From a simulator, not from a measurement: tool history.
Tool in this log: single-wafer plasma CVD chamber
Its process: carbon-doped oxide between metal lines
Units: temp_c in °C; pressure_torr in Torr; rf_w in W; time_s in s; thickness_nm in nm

{"run": 1, "hour": 0.0, "temp_c": 335, "pressure_torr": 3.64, "rf_w": 675, "time_s": 14.4, "thickness_nm": 85.743}
{"run": 2, "hour": 3.4, "temp_c": 337, "pressure_torr": 3.52, "rf_w": 655, "time_s": 14.4, "thickness_nm": 83.211}
{"run": 3, "hour": 5.7, "temp_c": 337, "pressure_torr": 3.52, "rf_w": 715, "time_s": 14.4, "thickness_nm": 88.069}
{"run": 4, "hour": 9.5, "temp_c": 337, "pressure_torr": 3.22, "rf_w": 715, "time_s": 14.4, "thickness_nm": 87.376}
{"run": 5, "hour": 15.2, "temp_c": 339, "pressure_torr": 3.13, "rf_w": 690, "time_s": 14.4, "thickness_nm": 85.086}
{"run": 6, "hour": 19.6, "temp_c": 341, "pressure_torr": 3.09, "rf_w": 665, "time_s": 14.4, "thickness_nm": 82.475}
{"run": 7, "hour": 22.8, "temp_c": 342, "pressure_torr": 3.04, "rf_w": 645, "time_s": 14.4, "thickness_nm": 80.291}
{"run": 8, "hour": 28.1, "temp_c": 344, "pressure_torr": 2.99, "rf_w": 630, "time_s": 14.4, "thickness_nm": 78.561}
{"run": 9, "hour": 30.1, "temp_c": 345, "pressure_torr": 2.95, "rf_w": 620, "time_s": 14.4, "thickness_nm": 77.472}
{"run": 10, "hour": 37.5, "temp_c": 346, "pressure_torr": 2.91, "rf_w": 610, "time_s": 14.4, "thickness_nm": 76.174}
{"run": 11, "hour": 38.8, "temp_c": 347, "pressure_torr": 2.87, "rf_w": 605, "time_s": 14.4, "thickness_nm": 75.403}
{"run": 12, "hour": 45.7, "temp_c": 348, "pressure_torr": 2.84, "rf_w": 600, "time_s": 14.4, "thickness_nm": 74.602}
{"run": 13, "hour": 51.4, "temp_c": 349, "pressure_torr": 2.82, "rf_w": 600, "time_s": 14.4, "thickness_nm": 74.692}

Run 14, settings as shown, results not yet in. Your forecast:
{"run": 14, "hour": 54.8, "temp_c": 350, "pressure_torr": 2.79, "rf_w": 595, "time_s": 14.4, "thickness_nm": "?"}

thickness_nm: 73.889 nm

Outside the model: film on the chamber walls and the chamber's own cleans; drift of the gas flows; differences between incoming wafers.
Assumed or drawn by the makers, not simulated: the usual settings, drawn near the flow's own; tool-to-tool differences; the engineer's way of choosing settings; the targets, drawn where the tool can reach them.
